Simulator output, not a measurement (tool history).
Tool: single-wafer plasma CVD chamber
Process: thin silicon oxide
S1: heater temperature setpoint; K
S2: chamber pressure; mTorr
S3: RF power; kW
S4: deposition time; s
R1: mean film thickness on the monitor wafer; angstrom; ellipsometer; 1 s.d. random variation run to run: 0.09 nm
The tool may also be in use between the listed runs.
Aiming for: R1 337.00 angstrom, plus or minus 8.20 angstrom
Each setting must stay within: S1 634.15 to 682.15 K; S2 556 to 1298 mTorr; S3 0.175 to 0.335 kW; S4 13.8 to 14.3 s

run	hour	S1	S2	S3	S4	R1
1	0.0	658.15	927	0.255	13.8	287.40
2	3.0	658.15	927	0.220	13.8	268.54
3	5.3	658.15	775	0.220	13.8	238.49
4	8.0	658.15	700	0.220	13.8	221.16
5	14.0	658.15	766	0.220	13.8	236.49
6	15.3	658.15	766	0.190	13.8	220.52
7	16.8	658.15	835	0.190	13.8	232.73
8	24.2	658.15	897	0.190	13.8	244.84
9	29.7	658.15	951	0.190	13.8	253.82
10	31.6	658.15	999	0.190	13.8	262.14
11	33.2	658.15	1040	0.195	13.8	271.31
12	38.4	658.15	1075	0.200	13.8	280.38
13	44.1	658.15	1105	0.205	13.8	287.87
14	47.7	658.15	1131	0.210	13.8	294.18
15	54.2	658.15	1298	0.215	13.8	319.82
16	57.3	658.15	1298	0.220	13.8	323.41
17	63.2	658.15	1298	0.225	13.8	327.30

Consider the 4 candidate settings below. Which is the only one whose results all fall within their allowed miss of target?
A	69.1	656.15	1237	0.225	13.8	?
B	69.1	662.15	1298	0.210	13.9	?
C	69.1	668.15	1166	0.250	14.3	?
D	69.1	651.15	1228	0.220	13.8	?

move	R1
A	319.49
B	317.57
C	333.04
D	316.17
A: lands further from the targets than the last run did
B: lands further from the targets than the last run did
C: every result lands within tolerance
D: lands further from the targets than the last run did
Answer: C
